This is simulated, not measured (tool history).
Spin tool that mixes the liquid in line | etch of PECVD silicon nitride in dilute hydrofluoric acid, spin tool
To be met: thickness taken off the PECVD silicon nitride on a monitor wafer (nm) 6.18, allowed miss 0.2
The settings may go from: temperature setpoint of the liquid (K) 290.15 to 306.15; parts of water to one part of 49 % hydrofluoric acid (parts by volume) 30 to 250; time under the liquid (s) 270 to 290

run  hour  temperature setpoint of the liquid (K)  parts of water to one part of 49 % hydrofluoric acid (parts by volume)  time under the liquid (s)  thickness taken off the PECVD silicon nitride on a monitor wafer (nm)
  1     0                                  298.15                                                                     140                        270                                                                 3.2045
  2   1.1                                  298.15                                                                     140                        270                                                                 3.1662
  3   9.8                                  300.15                                                                     140                        270                                                                 3.6635
  4  10.5                                  301.15                                                                     135                        270                                                                 3.9344
  5  16.5                                  301.15                                                                     135                        270                                                                  3.914
  6    17                                  301.15                                                                     135                        270                                                                 3.9562
  7  25.7                                  302.15                                                                     130                        270                                                                 4.4202
  8    28                                  302.65                                                                     130                        270                                                                 4.4802
  9  31.9                                  303.15                                                                     125                        270                                                                 4.8211
 10  38.5                                  303.65                                                                     125                        270                                                                 5.0239
 11    40                                  304.15                                                                     125                        270                                                                 5.1685
 12  48.8                                  304.65                                                                     125                        270                                                                 5.2974
 13  50.5                                  305.15                                                                     125                        270                                                                 5.4776

Which of these 5 next moves meets every target?
  A  52.2                                  305.15                                                                     100                        275                                                                      ?
  B  52.2                                  306.15                                                                     155                        285                                                                      ?
  C  52.2                                  304.65                                                                     125                        270                                                                      ?
  D  52.2                                  303.65                                                                     110                        290                                                                      ?
  E  52.2                                  305.65                                                                     140                        270                                                                      ?

move  thickness taken off the PECVD silicon nitride on a monitor wafer (nm)
   A                                                                  6.891
   B                                                                  4.842
   C                                                                 5.2295
   D                                                                 6.0163
   E                                                                 4.9455
A: takes the result that was furthest off past its target
B: further off than the last run
C: further off than the last run
D: meets every target
E: further off than the last run
Answer: D
